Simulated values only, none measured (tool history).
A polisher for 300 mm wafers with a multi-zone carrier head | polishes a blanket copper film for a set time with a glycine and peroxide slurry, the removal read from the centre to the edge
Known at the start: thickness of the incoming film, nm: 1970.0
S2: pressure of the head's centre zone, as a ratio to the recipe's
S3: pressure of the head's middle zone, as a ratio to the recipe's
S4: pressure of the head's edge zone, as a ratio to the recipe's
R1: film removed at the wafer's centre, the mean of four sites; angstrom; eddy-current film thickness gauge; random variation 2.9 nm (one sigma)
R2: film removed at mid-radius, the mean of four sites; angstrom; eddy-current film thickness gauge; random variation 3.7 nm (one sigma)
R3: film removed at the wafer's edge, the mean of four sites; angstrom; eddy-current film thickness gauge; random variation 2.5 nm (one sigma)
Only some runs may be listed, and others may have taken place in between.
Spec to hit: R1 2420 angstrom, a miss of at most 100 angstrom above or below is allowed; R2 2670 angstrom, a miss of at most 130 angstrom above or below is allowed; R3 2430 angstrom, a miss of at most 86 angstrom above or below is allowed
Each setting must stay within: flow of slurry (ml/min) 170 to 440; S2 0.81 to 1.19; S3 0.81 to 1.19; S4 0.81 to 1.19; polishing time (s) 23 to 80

Run 1, hour 0: flow of slurry (ml/min) 280, S2 1, S3 1, S4 1, polishing time (s) 51. Result: R1 3988.6 angstrom, R2 4107.9 angstrom, R3 4053.2 angstrom.
Run 2, hour 6: flow of slurry (ml/min) 280, S2 0.99, S3 1.01, S4 0.97, polishing time (s) 45. Result: R1 3544.9 angstrom, R2 3687 angstrom, R3 3575 angstrom.
Run 3, hour 10.4: flow of slurry (ml/min) 280, S2 0.98, S3 1.02, S4 0.94, polishing time (s) 40. Result: R1 3168.6 angstrom, R2 3308 angstrom, R3 3156.6 angstrom.
Run 4, hour 15.3: flow of slurry (ml/min) 230, S2 0.98, S3 1.02, S4 0.94, polishing time (s) 40. Result: R1 3152.4 angstrom, R2 3364.9 angstrom, R3 3064.7 angstrom.
Run 5, hour 19.3: flow of slurry (ml/min) 230, S2 0.91, S3 1.02, S4 0.94, polishing time (s) 40. Result: R1 2981.5 angstrom, R2 3323.1 angstrom, R3 3043.4 angstrom.
Run 6, hour 23.5: flow of slurry (ml/min) 225, S2 0.9, S3 1.01, S4 0.92, polishing time (s) 38. Result: R1 2767 angstrom, R2 3085.5 angstrom, R3 2898.9 angstrom.
Run 7, hour 30.7: flow of slurry (ml/min) 215, S2 0.9, S3 1.01, S4 0.9, polishing time (s) 36. Result: R1 2610.7 angstrom, R2 3004.9 angstrom, R3 2718 angstrom.
Run 8, hour 37.8: flow of slurry (ml/min) 210, S2 0.91, S3 0.99, S4 0.88, polishing time (s) 35. Result: R1 2584.7 angstrom, R2 2772.7 angstrom, R3 2586.1 angstrom.
Run 9, hour 46.6: flow of slurry (ml/min) 210, S2 0.91, S3 0.99, S4 0.88, polishing time (s) 35. Result: R1 2606.2 angstrom, R2 2801.3 angstrom, R3 2619.7 angstrom.
Run 10, hour 50.8: flow of slurry (ml/min) 205, S2 0.9, S3 0.99, S4 0.86, polishing time (s) 35. Result: R1 2558.9 angstrom, R2 2805.7 angstrom, R3 2547.4 angstrom.
Run 11, hour 55.4: flow of slurry (ml/min) 205, S2 0.89, S3 0.98, S4 0.85, polishing time (s) 35. Result: R1 2493.2 angstrom, R2 2795.7 angstrom, R3 2544.9 angstrom.
Run 12, hour 63.8: flow of slurry (ml/min) 200, S2 0.89, S3 0.97, S4 0.84, polishing time (s) 35. Result: R1 2475.7 angstrom, R2 2756.4 angstrom, R3 2536.9 angstrom.
Run 13, hour 67.5: flow of slurry (ml/min) 195, S2 0.89, S3 0.97, S4 0.83, polishing time (s) 35. Result: R1 2485.8 angstrom, R2 2843 angstrom, R3 2544.2 angstrom.

Exercise: of the 5 proposed moves below, exactly one satisfies all targets within the stated allowed misses. Which move is it?
Run A, hour 71.2: flow of slurry (ml/min) 170, S2 0.83, S3 0.91, S4 0.92, polishing time (s) 35. Result: R1 ?, R2 ?, R3 ?.
Run B, hour 71.2: flow of slurry (ml/min) 170, S2 0.87, S3 1.12, S4 0.81, polishing time (s) 34. Result: R1 ?, R2 ?, R3 ?.
Run C, hour 71.2: flow of slurry (ml/min) 225, S2 0.97, S3 0.88, S4 1, polishing time (s) 34. Result: R1 ?, R2 ?, R3 ?.
Run D, hour 71.2: flow of slurry (ml/min) 170, S2 0.87, S3 0.96, S4 0.81, polishing time (s) 34. Result: R1 ?, R2 ?, R3 ?.
Run E, hour 71.2: flow of slurry (ml/min) 170, S2 0.85, S3 1.06, S4 0.83, polishing time (s) 36. Result: R1 ?, R2 ?, R3 ?.

move      R1      R2      R3
   A  2371.5  2558.5  2674.1
   B  2378.7  2962.3  2446.2
   C  2605.5  2460.1  2740.6
   D  2376.1  2598.9  2451.5
   E  2479.7  2992.4  2620.1
A: corrects the largest miss of the last run, while another result sits out of spec
B: further off than the last run
C: moves the result that the last run missed by most past its target, out the other side
D: every result within its allowed miss
E: further off than the last run
Correct choice: D, which meets every target

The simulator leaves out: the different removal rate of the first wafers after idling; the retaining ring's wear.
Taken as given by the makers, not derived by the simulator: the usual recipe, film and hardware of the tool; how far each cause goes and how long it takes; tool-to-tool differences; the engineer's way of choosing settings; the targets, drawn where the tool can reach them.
